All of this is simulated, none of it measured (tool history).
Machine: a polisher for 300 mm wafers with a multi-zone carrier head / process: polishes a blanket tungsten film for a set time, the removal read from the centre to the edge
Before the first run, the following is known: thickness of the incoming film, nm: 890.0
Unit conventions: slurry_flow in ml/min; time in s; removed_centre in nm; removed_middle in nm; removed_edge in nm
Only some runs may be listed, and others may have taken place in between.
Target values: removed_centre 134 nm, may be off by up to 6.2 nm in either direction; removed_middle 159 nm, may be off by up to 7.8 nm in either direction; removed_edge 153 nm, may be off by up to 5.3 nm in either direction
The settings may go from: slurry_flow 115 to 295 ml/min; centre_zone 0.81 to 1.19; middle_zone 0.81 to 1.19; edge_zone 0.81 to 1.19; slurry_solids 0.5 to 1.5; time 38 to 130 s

run	hour	slurry_flow	centre_zone	middle_zone	edge_zone	slurry_solids	time	removed_centre	removed_middle	removed_edge
1	0	190	1	1	1	1	84	255.79	246.65	247.69
2	3.5	190	1	1	1	1.15	84	260.91	258.13	253.25
3	8.1	190	0.95	1	1	1.15	84	250.36	254.8	256.98
4	12.1	185	0.92	1.02	0.98	1.05	77	213.06	236.8	226.1
5	18	185	0.92	1.02	1.04	1.05	77	215.74	235.44	233.78
6	18.9	185	0.92	1.1	1.04	1.05	77	215.93	246.95	230.16
7	24.9	180	0.91	1.08	1.03	0.95	72	195.42	227.84	209.29
8	29	175	0.9	1.05	1.02	0.85	69	178.25	206.15	199
9	29.8	170	0.9	1.04	1	0.75	66	165.79	190.06	181.42

Of the 4 settings listed for the next run, only one would bring every result within its allowed miss of target. Which one?
A	30.6	180	0.9	1.13	0.99	0.6	87	?	?	?
B	30.6	115	0.89	1.08	1.06	0.5	62	?	?	?
C	30.6	175	1.13	0.99	0.93	0.7	58	?	?	?
D	30.6	185	1	1.19	0.83	0.95	74	?	?	?

move	removed_centre	removed_middle	removed_edge
A	209.73	254.92	224.21
B	133.84	159.4	153.03
C	181.1	156.41	150.05
D	220.72	251.98	195.17
A: moves away from the targets compared with the last run
B: every result lands within tolerance
C: meets the target for the result that was furthest off, but another lies outside its allowed miss
D: moves away from the targets compared with the last run
Correct choice: B, which meets every target
